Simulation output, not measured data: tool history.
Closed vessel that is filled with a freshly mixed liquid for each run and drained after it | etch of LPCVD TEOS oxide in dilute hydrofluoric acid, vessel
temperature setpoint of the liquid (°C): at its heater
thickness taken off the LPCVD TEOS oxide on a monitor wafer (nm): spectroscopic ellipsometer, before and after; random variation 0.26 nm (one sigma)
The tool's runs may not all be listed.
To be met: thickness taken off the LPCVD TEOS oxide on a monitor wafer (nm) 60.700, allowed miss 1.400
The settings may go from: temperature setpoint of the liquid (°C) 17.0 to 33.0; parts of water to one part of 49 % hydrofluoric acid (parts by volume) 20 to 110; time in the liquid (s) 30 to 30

run	hour	temperature setpoint of the liquid (°C)	parts of water to one part of 49 % hydrofluoric acid (parts by volume)	time in the liquid (s)	thickness taken off the LPCVD TEOS oxide on a monitor wafer (nm)
1	0.0	25.0	60	30	25.212
2	8.1	27.0	55	30	29.832
3	16.4	23.5	55	30	25.870
4	21.3	23.5	65	30	21.799
5	23.9	26.0	65	30	23.980
6	25.9	26.0	65	30	23.998
7	33.3	27.5	55	30	30.491
8	34.2	29.0	50	30	35.843
9	35.2	30.0	45	30	41.919
10	38.3	30.5	40	30	48.565

5 next moves are on the table. One of them brings every result within its allowed miss. Which?
A	41.4	28.5	30	30	?
B	41.4	30.5	30	30	?
C	41.4	30.0	30	30	?
D	41.4	27.5	30	30	?
E	41.4	25.5	25	30	?

move	thickness taken off the LPCVD TEOS oxide on a monitor wafer (nm)
A	60.332
B	65.380
C	64.087
D	57.931
E	64.486
A: meets every target
B: takes the result that was furthest off past its target
C: takes the result that was furthest off past its target
D: nearer than the last run, and not there yet
E: takes the result that was furthest off past its target
Move A is the one to make.
